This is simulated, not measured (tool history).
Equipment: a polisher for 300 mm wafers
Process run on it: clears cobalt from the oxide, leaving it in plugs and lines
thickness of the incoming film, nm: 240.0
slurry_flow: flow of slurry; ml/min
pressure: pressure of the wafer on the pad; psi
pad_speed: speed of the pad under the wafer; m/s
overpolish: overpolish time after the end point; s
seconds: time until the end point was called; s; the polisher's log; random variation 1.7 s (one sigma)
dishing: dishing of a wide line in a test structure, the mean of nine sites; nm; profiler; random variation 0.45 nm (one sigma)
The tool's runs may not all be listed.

run  hour  slurry_flow  pressure  pad_speed  overpolish  seconds  dishing
  1     0          160       2.3       0.86          28   49.857    44.12
  2   8.7          160       1.7       0.86          28   68.311   39.707
  3  16.1          160       2.2       0.86          28   54.683   40.818
  4  16.9          155       1.9       0.78          23   68.405   36.631
  5  17.6          140       1.7        0.7          19   85.334   31.377
  6  23.5          115       1.7        0.7          19    86.52   29.869
     27.5  -- worn pad replaced by a new one
  7  27.5           95       1.1       0.48           8   181.12   8.8441
  8  29.8          110       1.1       0.48          14   173.07   14.694
  9  34.2          155       1.4       0.48          13   130.27   17.453
 10  37.4          150       1.4       0.48          16   127.66   20.449

What does the tool deliver on the next run?
 11    44          145       1.4       0.48          18        ?        ?

{"run 11": {"seconds": 133.65, "dishing": 21.575}}

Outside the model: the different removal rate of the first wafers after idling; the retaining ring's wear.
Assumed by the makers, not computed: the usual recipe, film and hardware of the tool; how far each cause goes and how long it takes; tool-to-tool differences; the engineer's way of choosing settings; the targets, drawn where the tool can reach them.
